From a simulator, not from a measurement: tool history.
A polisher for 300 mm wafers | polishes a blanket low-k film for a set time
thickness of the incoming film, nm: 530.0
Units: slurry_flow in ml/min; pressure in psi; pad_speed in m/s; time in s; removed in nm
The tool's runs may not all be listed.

run 1 hour=0.0 | slurry_flow=250 pressure=2.5 pad_speed=0.76 slurry_solids=1.0 time=29 | removed=8.3117
run 2 hour=3.2 | slurry_flow=250 pressure=2.5 pad_speed=0.60 slurry_solids=1.0 time=29 | removed=7.0386
run 3 hour=11.1 | slurry_flow=185 pressure=2.5 pad_speed=0.60 slurry_solids=1.0 time=29 | removed=6.8149
run 4 hour=19.4 | slurry_flow=185 pressure=2.1 pad_speed=0.60 slurry_solids=1.0 time=29 | removed=5.8408
run 5 hour=25.5 | slurry_flow=185 pressure=2.1 pad_speed=0.60 slurry_solids=1.0 time=26 | removed=5.2188
run 6 hour=31.4 | slurry_flow=185 pressure=1.8 pad_speed=0.60 slurry_solids=1.0 time=26 | removed=4.5339
-- hour=37.3 conditioning disc replaced and pad reconditioned
run 7 hour=37.3 | slurry_flow=185 pressure=1.7 pad_speed=0.60 slurry_solids=1.0 time=26 | removed=5.0009
run 8 hour=40.9 | slurry_flow=180 pressure=1.6 pad_speed=0.60 slurry_solids=1.0 time=26 | removed=4.6888

Run 9 comes next. What will it give?
run 9 hour=49.1 | slurry_flow=175 pressure=1.6 pad_speed=0.60 slurry_solids=1.0 time=26 | removed=?

{"run 9": {"removed": 4.6372}}

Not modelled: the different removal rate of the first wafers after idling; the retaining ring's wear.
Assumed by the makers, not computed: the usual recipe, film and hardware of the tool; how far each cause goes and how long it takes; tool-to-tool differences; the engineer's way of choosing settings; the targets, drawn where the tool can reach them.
